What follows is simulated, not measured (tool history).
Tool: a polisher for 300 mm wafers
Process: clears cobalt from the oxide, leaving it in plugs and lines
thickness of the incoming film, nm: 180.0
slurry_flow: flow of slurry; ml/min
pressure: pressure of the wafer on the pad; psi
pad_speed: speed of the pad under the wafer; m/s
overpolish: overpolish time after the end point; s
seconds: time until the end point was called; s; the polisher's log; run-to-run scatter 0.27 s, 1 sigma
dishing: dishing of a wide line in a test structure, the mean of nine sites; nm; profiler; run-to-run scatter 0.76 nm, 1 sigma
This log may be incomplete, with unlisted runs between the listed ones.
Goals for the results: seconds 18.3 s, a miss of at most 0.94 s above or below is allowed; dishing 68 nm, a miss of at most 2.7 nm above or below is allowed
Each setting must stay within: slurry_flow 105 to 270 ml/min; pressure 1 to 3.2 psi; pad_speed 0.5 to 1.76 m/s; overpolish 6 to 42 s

run	hour	slurry_flow	pressure	pad_speed	overpolish	seconds	dishing
1	0	175	2.1	1.12	21	30.838	57.338
2	3.6	175	2.4	1.14	21	27.237	58.082
3	11.7	145	2.4	1.14	21	28.763	60.092
4	12.2	170	2.4	1.14	21	27.427	59.35
5	21.2	180	2.6	1.16	22	26.114	62.003
6	25.9	180	2.8	1.16	22	23.958	62.875
7	31.3	185	3.2	1.28	22	20.55	64.523
8	38.9	185	3.2	1.32	22	19.886	66.054
9	45.5	185	3.2	1.36	22	19.178	65.978

Of the 4 settings listed for the next run, only one would bring every result within its allowed miss of target. Which one?
A	52.1	185	3	1.36	22	?	?
B	52.1	185	3.2	1.42	26	?	?
C	52.1	190	2.9	1.44	18	?	?
D	52.1	125	2.7	1.44	20	?	?

move	seconds	dishing
A	19.64	64.867
B	18.011	67.002
C	18.949	62.734
D	20.925	62.843
A: the biggest miss grows against the last run
B: every result lands within tolerance
C: meets the target for the result that was furthest off, but another lies outside its allowed miss
D: the biggest miss grows against the last run
B is the move that brings every result within its allowed miss.
